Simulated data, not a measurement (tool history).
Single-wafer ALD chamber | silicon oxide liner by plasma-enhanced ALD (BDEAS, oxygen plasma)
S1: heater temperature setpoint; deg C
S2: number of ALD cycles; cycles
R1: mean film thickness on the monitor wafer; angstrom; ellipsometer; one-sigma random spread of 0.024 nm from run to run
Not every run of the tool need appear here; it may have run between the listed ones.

run  hour   S1  S2      R1
  1     0  320  50  46.451
  2   7.9  321  48  44.068
  3   9.9  321  54  50.016
  4  11.6  322  51  46.682
  5  15.3  314  51  47.991
  6  24.1  318  49  45.829
  7  24.9  322  48   44.29

For run 8, what comes out?
  8  32.4  324  47   ?

Run 8 measured R1 42.591 angstrom.
